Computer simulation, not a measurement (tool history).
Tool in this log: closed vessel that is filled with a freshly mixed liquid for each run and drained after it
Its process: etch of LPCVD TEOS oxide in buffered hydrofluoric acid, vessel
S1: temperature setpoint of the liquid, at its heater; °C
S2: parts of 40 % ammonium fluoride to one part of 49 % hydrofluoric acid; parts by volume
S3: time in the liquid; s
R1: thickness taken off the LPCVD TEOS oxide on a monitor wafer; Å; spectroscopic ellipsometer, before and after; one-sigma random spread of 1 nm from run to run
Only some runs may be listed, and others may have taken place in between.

run  hour    S1    S2  S3      R1
  1     0    22    16  90  1655.2
  2   8.6    22    16  90  1635.6
  3  17.8    22    14  90    1881
  4  24.9    25    14  90  2209.4
  5  26.1    23  14.5  90  1934.4
  6  27.3  21.5    15  90  1691.4
  7    29  20.5  15.5  90  1556.9
  8    33  19.5  15.5  90  1477.1

Run 9 has not been measured yet. What should we expect?
  9  36.9  19  15.5  90   ?

R1: 1433.3 Å

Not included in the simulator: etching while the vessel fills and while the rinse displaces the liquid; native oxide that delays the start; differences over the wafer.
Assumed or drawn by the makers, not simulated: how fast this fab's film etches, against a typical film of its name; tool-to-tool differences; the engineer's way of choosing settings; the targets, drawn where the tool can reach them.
